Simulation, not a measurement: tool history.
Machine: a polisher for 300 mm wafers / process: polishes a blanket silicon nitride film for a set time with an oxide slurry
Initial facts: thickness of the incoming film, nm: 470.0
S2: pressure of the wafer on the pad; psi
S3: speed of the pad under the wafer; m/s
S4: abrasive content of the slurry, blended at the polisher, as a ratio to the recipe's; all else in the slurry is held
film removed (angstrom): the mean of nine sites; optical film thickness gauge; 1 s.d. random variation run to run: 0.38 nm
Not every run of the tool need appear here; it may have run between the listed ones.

run 1 hour=0 | flow_of_slurry_(ml/min)=225 S2=4.3 S3=0.86 S4=1 polishing_time_(s)=43 | film_removed_(angstrom)=315.84
run 2 hour=5.5 | flow_of_slurry_(ml/min)=170 S2=4.3 S3=0.86 S4=1 polishing_time_(s)=43 | film_removed_(angstrom)=301.77
run 3 hour=13.2 | flow_of_slurry_(ml/min)=195 S2=4.8 S3=0.86 S4=1 polishing_time_(s)=43 | film_removed_(angstrom)=338.57
run 4 hour=19.3 | flow_of_slurry_(ml/min)=195 S2=5.4 S3=0.86 S4=1 polishing_time_(s)=43 | film_removed_(angstrom)=382.65
run 5 hour=21.3 | flow_of_slurry_(ml/min)=195 S2=5.4 S3=0.86 S4=1 polishing_time_(s)=43 | film_removed_(angstrom)=387.01
run 6 hour=22.5 | flow_of_slurry_(ml/min)=195 S2=5.4 S3=0.86 S4=1.15 polishing_time_(s)=43 | film_removed_(angstrom)=409.88
run 7 hour=27.7 | flow_of_slurry_(ml/min)=215 S2=5.5 S3=0.86 S4=1.15 polishing_time_(s)=43 | film_removed_(angstrom)=425.49

Forecast run 8:
run 8 hour=31.7 | flow_of_slurry_(ml/min)=230 S2=5.6 S3=0.86 S4=1.15 polishing_time_(s)=43 | film_removed_(angstrom)=?

film removed (angstrom): 442.1
